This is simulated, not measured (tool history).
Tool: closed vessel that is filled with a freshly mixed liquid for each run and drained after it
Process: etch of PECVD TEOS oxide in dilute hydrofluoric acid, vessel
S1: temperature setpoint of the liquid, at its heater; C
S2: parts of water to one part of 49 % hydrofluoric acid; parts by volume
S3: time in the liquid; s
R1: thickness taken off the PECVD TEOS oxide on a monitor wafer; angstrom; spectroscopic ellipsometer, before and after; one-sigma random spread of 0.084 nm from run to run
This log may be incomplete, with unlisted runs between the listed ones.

{"run": 1, "hour": 0.0, "S1": 24, "S2": 165, "S3": 320, "R1": 230.88}
{"run": 2, "hour": 4.4, "S1": 22, "S2": 175, "S3": 320, "R1": 200.96}
{"run": 3, "hour": 10.1, "S1": 25.5, "S2": 175, "S3": 320, "R1": 225.8}
{"run": 4, "hour": 15.8, "S1": 23, "S2": 185, "S3": 320, "R1": 195.04}
{"run": 5, "hour": 24.1, "S1": 23, "S2": 185, "S3": 340, "R1": 205.29}
{"run": 6, "hour": 32.6, "S1": 21, "S2": 195, "S3": 340, "R1": 177.98}
{"run": 7, "hour": 37.9, "S1": 20, "S2": 200, "S3": 340, "R1": 165.84}
{"run": 8, "hour": 46.4, "S1": 19, "S2": 205, "S3": 340, "R1": 156.6}

The next listed run, before its measurement:
{"run": 9, "hour": 47.2, "S1": 18.5, "S2": 210, "S3": 340, "R1": "?"}

{"run 9": {"R1": 147.62}}
